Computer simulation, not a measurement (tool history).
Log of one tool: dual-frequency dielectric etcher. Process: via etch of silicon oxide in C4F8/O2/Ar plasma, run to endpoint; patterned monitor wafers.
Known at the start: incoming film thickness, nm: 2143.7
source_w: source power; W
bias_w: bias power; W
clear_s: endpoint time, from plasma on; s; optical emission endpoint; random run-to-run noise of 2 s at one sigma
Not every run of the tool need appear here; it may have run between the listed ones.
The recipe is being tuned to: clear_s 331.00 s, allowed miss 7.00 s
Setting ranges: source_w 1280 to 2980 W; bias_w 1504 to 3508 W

Run 1, hour 0.0: source_w 2130 W, bias_w 2506 W. Result: clear_s 367.26 s.
Run 2, hour 5.1: source_w 2200 W, bias_w 2528 W. Result: clear_s 359.76 s.
Run 3, hour 14.0: source_w 2200 W, bias_w 2210 W. Result: clear_s 378.95 s.
Run 4, hour 18.3: source_w 2200 W, bias_w 2562 W. Result: clear_s 361.43 s.
Run 5, hour 22.0: source_w 2270 W, bias_w 2583 W. Result: clear_s 356.23 s.
Run 6, hour 25.2: source_w 2000 W, bias_w 2583 W. Result: clear_s 373.06 s.
At hour 27.9: bias power generator calibrated.
Run 7, hour 27.9: source_w 2090 W, bias_w 2608 W. Result: clear_s 367.32 s.
Run 8, hour 31.4: source_w 2160 W, bias_w 2629 W. Result: clear_s 361.57 s.
Run 9, hour 39.9: source_w 2230 W, bias_w 2650 W. Result: clear_s 357.28 s.

Exercise: of the 4 proposed moves below, exactly one satisfies all targets within the stated allowed misses. Which move is it?
Run A, hour 48.4: source_w 2760 W, bias_w 3229 W. Result: clear_s ?.
Run B, hour 48.4: source_w 1950 W, bias_w 2326 W. Result: clear_s ?.
Run C, hour 48.4: source_w 2710 W, bias_w 2771 W. Result: clear_s ?.
Run D, hour 48.4: source_w 2460 W, bias_w 2693 W. Result: clear_s ?.

move  clear_s
   A   312.13
   B   386.72
   C   329.66
   D   343.27
A: pushes the last run's worst result past its target
B: moves away from the targets compared with the last run
C: each result inside its tolerance
D: moves toward the targets from the last run without getting all of them in spec
The move that meets every target is C.

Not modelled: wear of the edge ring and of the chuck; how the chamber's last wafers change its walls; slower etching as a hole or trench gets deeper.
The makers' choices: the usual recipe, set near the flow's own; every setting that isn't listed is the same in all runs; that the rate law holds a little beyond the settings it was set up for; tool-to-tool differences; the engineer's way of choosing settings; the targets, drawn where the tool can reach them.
